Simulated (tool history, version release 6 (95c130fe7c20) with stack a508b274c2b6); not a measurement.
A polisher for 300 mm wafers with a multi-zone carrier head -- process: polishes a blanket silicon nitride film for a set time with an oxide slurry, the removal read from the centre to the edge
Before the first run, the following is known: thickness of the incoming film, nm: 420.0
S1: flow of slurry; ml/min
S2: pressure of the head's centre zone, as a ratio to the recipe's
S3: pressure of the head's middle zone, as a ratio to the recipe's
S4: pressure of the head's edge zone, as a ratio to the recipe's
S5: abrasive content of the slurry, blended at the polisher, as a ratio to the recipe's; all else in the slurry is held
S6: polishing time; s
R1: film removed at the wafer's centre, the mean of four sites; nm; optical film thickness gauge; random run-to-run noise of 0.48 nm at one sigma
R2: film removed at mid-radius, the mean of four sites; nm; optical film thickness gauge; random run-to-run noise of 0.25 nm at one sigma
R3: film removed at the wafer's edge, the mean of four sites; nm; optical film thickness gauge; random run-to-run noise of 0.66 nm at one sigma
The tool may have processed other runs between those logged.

run,day,S1,S2,S3,S4,S5,S6,R1,R2,R3
1,0.000,270,1.00,1.00,1.00,1.00,42,35.442,35.067,36.490
2,0.158,270,1.00,0.92,1.00,1.00,42,35.940,32.530,36.276
3,0.467,275,0.97,0.96,1.05,1.05,42,34.898,34.593,36.778
4,0.558,275,0.97,0.96,1.05,1.05,33,27.041,27.298,30.121
5,0.788,250,0.94,0.96,1.09,1.20,36,29.453,30.755,33.535
6,0.867,260,0.92,0.96,1.12,1.30,38,32.300,33.434,36.739
7,1.221,265,0.89,0.97,1.14,1.35,39,31.648,34.878,39.421
8,1.450,285,0.90,1.00,1.15,1.40,39,32.797,35.950,39.744

Run 9 is up next; what results do you expect?
9,1.700,285,0.89,1.01,1.16,1.45,40,?,?,?

R1: 33.765 nm
R2: 38.406 nm
R3: 41.887 nm
